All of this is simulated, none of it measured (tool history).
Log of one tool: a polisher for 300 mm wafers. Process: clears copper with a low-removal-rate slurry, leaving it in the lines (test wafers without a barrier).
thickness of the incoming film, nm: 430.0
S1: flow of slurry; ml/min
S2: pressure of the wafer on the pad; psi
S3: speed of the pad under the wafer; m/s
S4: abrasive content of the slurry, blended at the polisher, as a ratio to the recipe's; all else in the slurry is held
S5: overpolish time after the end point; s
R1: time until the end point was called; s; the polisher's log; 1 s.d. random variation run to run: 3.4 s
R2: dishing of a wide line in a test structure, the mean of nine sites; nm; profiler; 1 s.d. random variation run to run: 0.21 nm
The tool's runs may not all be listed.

{"run": 1, "hour": 0.0, "S1": 215, "S2": 3.8, "S3": 1.06, "S4": 1.0, "S5": 15, "R1": 107.48, "R2": 41.059}
{"run": 2, "hour": 2.0, "S1": 215, "S2": 3.3, "S3": 1.0, "S4": 1.0, "S5": 14, "R1": 119.81, "R2": 33.971}
{"run": 3, "hour": 9.0, "S1": 215, "S2": 3.3, "S3": 1.16, "S4": 1.0, "S5": 14, "R1": 105.14, "R2": 38.41}
{"run": 4, "hour": 16.1, "S1": 210, "S2": 2.9, "S3": 1.04, "S4": 1.0, "S5": 14, "R1": 124.79, "R2": 32.211}
{"run": 5, "hour": 17.7, "S1": 210, "S2": 2.9, "S3": 1.04, "S4": 1.1, "S5": 14, "R1": 127.0, "R2": 32.45}
{"run": 6, "hour": 19.6, "S1": 245, "S2": 2.9, "S3": 1.04, "S4": 1.1, "S5": 14, "R1": 122.14, "R2": 33.267}
{"run": 7, "hour": 23.5, "S1": 235, "S2": 2.6, "S3": 0.96, "S4": 1.1, "S5": 14, "R1": 142.15, "R2": 29.975}
{"run": 8, "hour": 24.2, "S1": 230, "S2": 2.4, "S3": 0.9, "S4": 1.1, "S5": 14, "R1": 159.9, "R2": 26.977}
{"run": 9, "hour": 29.0, "S1": 225, "S2": 2.2, "S3": 0.88, "S4": 1.1, "S5": 14, "R1": 168.73, "R2": 25.499}
{"run": 10, "hour": 30.1, "S1": 220, "S2": 2.1, "S3": 0.86, "S4": 1.1, "S5": 14, "R1": 177.22, "R2": 24.498}
{"run": 11, "hour": 32.1, "S1": 215, "S2": 2.0, "S3": 0.84, "S4": 1.1, "S5": 14, "R1": 184.25, "R2": 23.546}
{"run": 12, "hour": 33.6, "S1": 210, "S2": 1.9, "S3": 0.84, "S4": 1.1, "S5": 14, "R1": 192.54, "R2": 23.035}
{"hour": 37.2, "done": "worn pad replaced by a new one"}
{"run": 13, "hour": 37.2, "S1": 220, "S2": 1.8, "S3": 0.8, "S4": 1.1, "S5": 12, "R1": 180.92, "R2": 20.678}
{"run": 14, "hour": 42.2, "S1": 210, "S2": 1.8, "S3": 0.78, "S4": 1.1, "S5": 12, "R1": 187.5, "R2": 20.012}
{"run": 15, "hour": 50.3, "S1": 210, "S2": 1.8, "S3": 0.76, "S4": 1.1, "S5": 12, "R1": 187.71, "R2": 19.773}
{"run": 16, "hour": 58.5, "S1": 200, "S2": 1.7, "S3": 0.68, "S4": 1.1, "S5": 14, "R1": 219.83, "R2": 20.176}

For run 17, what comes out?
{"run": 17, "hour": 62.9, "S1": 200, "S2": 1.8, "S3": 0.68, "S4": 1.1, "S5": 13, "R1": "?", "R2": "?"}

R1: 214.16 s
R2: 19.275 nm
